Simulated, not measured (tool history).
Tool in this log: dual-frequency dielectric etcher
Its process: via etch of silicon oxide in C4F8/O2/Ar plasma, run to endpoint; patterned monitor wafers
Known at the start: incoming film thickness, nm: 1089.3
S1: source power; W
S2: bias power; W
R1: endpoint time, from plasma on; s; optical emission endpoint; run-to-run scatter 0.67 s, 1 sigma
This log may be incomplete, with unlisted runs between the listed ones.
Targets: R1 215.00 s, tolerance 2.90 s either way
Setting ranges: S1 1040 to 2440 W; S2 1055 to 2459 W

run,day,S1,S2,R1
1,0.000,1740,1757,229.66
2,0.154,1790,1762,227.62
3,0.338,1790,1924,218.49
4,0.454,1800,1925,219.46
5,0.638,1970,1925,209.69
6,0.962,1970,1632,220.24
7,1.075,1980,1633,220.67
8,1.275,2000,1634,218.13
9,1.504,2010,1635,217.50

Pick the move, out of 5, that brings all results within their allowed miss; only one does.
A,1.733,2230,1288,?
B,1.733,2420,1252,?
C,1.733,1910,1619,?
D,1.733,2030,1526,?
E,1.733,1970,1615,?

move,R1
A,222.63
B,215.34
C,224.98
D,221.97
E,221.54
A: further off than the last run
B: all results land within tolerance of their targets
C: further off than the last run
D: further off than the last run
E: further off than the last run
Move B is the one to make.
